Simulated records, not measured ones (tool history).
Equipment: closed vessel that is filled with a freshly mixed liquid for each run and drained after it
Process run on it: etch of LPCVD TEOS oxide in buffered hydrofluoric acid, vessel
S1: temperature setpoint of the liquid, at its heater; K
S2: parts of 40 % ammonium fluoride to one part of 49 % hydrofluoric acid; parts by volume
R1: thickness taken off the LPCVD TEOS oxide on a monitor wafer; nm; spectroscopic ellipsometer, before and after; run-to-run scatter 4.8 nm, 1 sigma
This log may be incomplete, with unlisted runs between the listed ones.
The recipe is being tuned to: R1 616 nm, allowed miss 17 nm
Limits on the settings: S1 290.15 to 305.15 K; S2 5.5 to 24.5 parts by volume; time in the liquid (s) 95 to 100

Run 1, hour 0: S1 297.15 K, S2 15 parts by volume, time in the liquid (s) 95. Result: R1 230.29 nm.
Run 2, hour 7.5: S1 297.15 K, S2 15 parts by volume, time in the liquid (s) 100. Result: R1 243.37 nm.
Run 3, hour 11.6: S1 298.15 K, S2 14 parts by volume, time in the liquid (s) 100. Result: R1 273.89 nm.
Run 4, hour 15.8: S1 298.15 K, S2 17 parts by volume, time in the liquid (s) 100. Result: R1 227.77 nm.
Run 5, hour 19.3: S1 299.15 K, S2 15.5 parts by volume, time in the liquid (s) 100. Result: R1 258.1 nm.
Run 6, hour 20.5: S1 299.15 K, S2 11.5 parts by volume, time in the liquid (s) 100. Result: R1 353.44 nm.
Run 7, hour 25.7: S1 300.15 K, S2 11 parts by volume, time in the liquid (s) 100. Result: R1 391.76 nm.
Run 8, hour 33.5: S1 300.65 K, S2 10.5 parts by volume, time in the liquid (s) 100. Result: R1 419.98 nm.
Run 9, hour 35.4: S1 301.15 K, S2 10.5 parts by volume, time in the liquid (s) 100. Result: R1 422.32 nm.
Run 10, hour 37.4: S1 305.15 K, S2 7 parts by volume, time in the liquid (s) 100. Result: R1 772.81 nm.
Run 11, hour 46.7: S1 304.65 K, S2 7 parts by volume, time in the liquid (s) 100. Result: R1 750.71 nm.
Run 12, hour 54.4: S1 304.15 K, S2 7 parts by volume, time in the liquid (s) 100. Result: R1 742.23 nm.
Run 13, hour 56.1: S1 303.65 K, S2 7 parts by volume, time in the liquid (s) 100. Result: R1 720.85 nm.
Run 14, hour 63.6: S1 303.15 K, S2 7 parts by volume, time in the liquid (s) 100. Result: R1 694.91 nm.
Run 15, hour 69.4: S1 302.65 K, S2 7 parts by volume, time in the liquid (s) 100. Result: R1 679.58 nm.

Pick the move, out of 4, that brings all results within their allowed miss; only one does.
Run A, hour 75.2: S1 300.65 K, S2 6.5 parts by volume, time in the liquid (s) 95. Result: R1 ?.
Run B, hour 75.2: S1 302.65 K, S2 8 parts by volume, time in the liquid (s) 100. Result: R1 ?.
Run C, hour 75.2: S1 304.15 K, S2 8.5 parts by volume, time in the liquid (s) 95. Result: R1 ?.
Run D, hour 75.2: S1 302.15 K, S2 6 parts by volume, time in the liquid (s) 100. Result: R1 ?.

move      R1
   A  616.51
   B  585.67
   C  563.58
   D  752.89
A: every result lands within tolerance
B: carries the result that was furthest off beyond its target, to the other side
C: carries the result that was furthest off beyond its target, to the other side
D: lands further from the targets than the last run did
Answer: A
